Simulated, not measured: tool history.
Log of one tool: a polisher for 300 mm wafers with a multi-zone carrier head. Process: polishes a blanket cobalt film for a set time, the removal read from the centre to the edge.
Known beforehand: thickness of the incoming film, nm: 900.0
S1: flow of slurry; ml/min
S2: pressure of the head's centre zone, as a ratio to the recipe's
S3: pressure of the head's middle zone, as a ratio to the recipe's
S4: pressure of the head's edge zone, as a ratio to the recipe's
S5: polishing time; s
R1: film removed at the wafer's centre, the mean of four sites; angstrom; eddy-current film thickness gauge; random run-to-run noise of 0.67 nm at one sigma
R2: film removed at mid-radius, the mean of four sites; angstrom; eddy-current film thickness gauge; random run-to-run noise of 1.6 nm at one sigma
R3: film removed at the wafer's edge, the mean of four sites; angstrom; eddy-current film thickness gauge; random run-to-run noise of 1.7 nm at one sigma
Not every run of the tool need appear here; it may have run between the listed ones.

run 1 hour=0 | S1=175 S2=1 S3=1 S4=1 S5=41 | R1=1546.3 R2=1584.4 R3=1554.7
run 2 hour=1.9 | S1=165 S2=0.96 S3=0.99 S4=0.98 S5=40 | R1=1404.7 R2=1505.5 R3=1472.9
run 3 hour=2.5 | S1=155 S2=0.93 S3=0.98 S4=0.97 S5=40 | R1=1359.6 R2=1498 R3=1457.4
run 4 hour=10.4 | S1=155 S2=0.93 S3=0.98 S4=0.9 S5=40 | R1=1359.5 R2=1466.2 R3=1393.3
run 5 hour=19.3 | S1=145 S2=0.9 S3=0.97 S4=0.91 S5=40 | R1=1306.7 R2=1454.8 R3=1428.2
run 6 hour=23.5 | S1=140 S2=0.88 S3=0.97 S4=0.9 S5=39 | R1=1231.4 R2=1363.6 R3=1362.8

The next listed run, before its measurement:
run 7 hour=31.1 | S1=110 S2=0.81 S3=1.06 S4=0.93 S5=39 | R1=? R2=? R3=?

R1: 1064.7 angstrom
R2: 1433 angstrom
R3: 1300.8 angstrom
